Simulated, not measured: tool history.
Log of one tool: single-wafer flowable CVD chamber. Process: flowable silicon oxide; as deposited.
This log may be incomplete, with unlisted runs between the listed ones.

run  hour  heater temperature setpoint (deg C)  chamber pressure (Torr)  RF power (kW)  deposition time (s)  mean film thickness on the monitor wafer (nm)
  1   0.0                                  110                    0.573          2.520                  620                                         180.13
  2   8.9                                  104                    0.587          2.525                  620                                         223.07
  3  17.4                                   99                    0.602          2.530                  620                                         271.52
  4  24.7                                   99                    0.602          2.385                  620                                         269.34
  5  25.4                                   99                    0.602          2.685                  620                                         274.04
  6  33.5                                   96                    0.610          2.685                  620                                         309.59

Predict the results of run 7:
  7  40.7                                   93                    0.614          2.685                  620                                              ?

{"run 7": {"mean film thickness on the monitor wafer (nm)": 341.95}}

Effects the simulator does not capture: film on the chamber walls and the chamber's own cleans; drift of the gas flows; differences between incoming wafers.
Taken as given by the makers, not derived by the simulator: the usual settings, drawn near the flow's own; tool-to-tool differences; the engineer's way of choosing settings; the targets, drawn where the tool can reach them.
